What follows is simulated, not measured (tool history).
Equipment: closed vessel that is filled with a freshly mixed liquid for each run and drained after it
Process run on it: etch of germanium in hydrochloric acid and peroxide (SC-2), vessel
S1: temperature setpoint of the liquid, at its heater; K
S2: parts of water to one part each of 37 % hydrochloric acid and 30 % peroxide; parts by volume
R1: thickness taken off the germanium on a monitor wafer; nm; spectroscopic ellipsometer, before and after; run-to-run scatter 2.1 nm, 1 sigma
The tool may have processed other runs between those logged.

Run 1, hour 0.0: S1 319.15 K, S2 9.0 parts by volume, time in the liquid (s) 100. Result: R1 315.07 nm.
Run 2, hour 2.7: S1 319.15 K, S2 11.5 parts by volume, time in the liquid (s) 100. Result: R1 304.02 nm.
Run 3, hour 4.8: S1 321.15 K, S2 11.5 parts by volume, time in the liquid (s) 100. Result: R1 327.96 nm.
Run 4, hour 12.9: S1 321.15 K, S2 11.5 parts by volume, time in the liquid (s) 105. Result: R1 344.95 nm.
Run 5, hour 16.0: S1 322.15 K, S2 11.5 parts by volume, time in the liquid (s) 105. Result: R1 351.65 nm.
Run 6, hour 22.8: S1 318.65 K, S2 11.5 parts by volume, time in the liquid (s) 105. Result: R1 314.48 nm.
Run 7, hour 25.8: S1 320.15 K, S2 11.5 parts by volume, time in the liquid (s) 105. Result: R1 332.30 nm.
Run 8, hour 32.1: S1 321.15 K, S2 11.5 parts by volume, time in the liquid (s) 105. Result: R1 344.02 nm.
Run 9, hour 36.0: S1 322.15 K, S2 11.5 parts by volume, time in the liquid (s) 105. Result: R1 354.98 nm.

For run 10, what comes out?
Run 10, hour 37.8: S1 322.65 K, S2 11.5 parts by volume, time in the liquid (s) 105. Result: R1 ?.

{"run 10": {"R1": 360.99}}
